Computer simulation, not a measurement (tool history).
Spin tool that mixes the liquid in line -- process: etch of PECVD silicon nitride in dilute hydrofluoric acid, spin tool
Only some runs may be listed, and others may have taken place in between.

run,day,temperature setpoint of the liquid (K),parts of water to one part of 49 % hydrofluoric acid (parts by volume),time under the liquid (s),thickness taken off the PECVD silicon nitride on a monitor wafer (Å)
1,0.000,297.15,90,275,100.63
2,0.275,300.15,90,275,123.30
3,0.321,300.15,90,275,123.48
4,0.342,300.15,70,275,157.91
5,0.667,300.15,60,275,185.07
6,0.850,299.15,60,275,173.10

What will run 7 give?
7,0.942,298.65,60,275,?

thickness taken off the PECVD silicon nitride on a monitor wafer (Å): 165.16
